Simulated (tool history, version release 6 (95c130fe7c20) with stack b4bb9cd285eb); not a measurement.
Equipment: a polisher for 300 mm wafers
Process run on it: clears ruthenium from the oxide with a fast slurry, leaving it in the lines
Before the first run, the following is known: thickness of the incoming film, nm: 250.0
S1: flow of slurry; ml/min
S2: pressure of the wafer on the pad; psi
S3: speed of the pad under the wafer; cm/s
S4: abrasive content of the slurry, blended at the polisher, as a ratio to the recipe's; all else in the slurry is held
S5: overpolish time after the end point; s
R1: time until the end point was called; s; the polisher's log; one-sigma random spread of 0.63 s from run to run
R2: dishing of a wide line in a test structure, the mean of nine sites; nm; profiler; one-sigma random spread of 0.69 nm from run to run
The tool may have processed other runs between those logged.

run	hour	S1	S2	S3	S4	S5	R1	R2
1	0.0	210	3.1	130	1.0	13	43.007	54.929
2	5.6	210	2.9	130	1.0	13	44.564	53.996
3	8.6	210	2.9	148	1.0	13	40.023	60.152
4	12.1	165	2.9	148	1.0	13	41.659	57.793
5	18.5	165	2.9	148	1.2	13	37.621	62.056
6	23.7	125	2.9	148	1.2	13	40.409	58.740

What will run 7 give?
7	28.2	125	2.0	132	1.2	14	?	?

{"run 7": {"R1": 61.17, "R2": 43.965}}
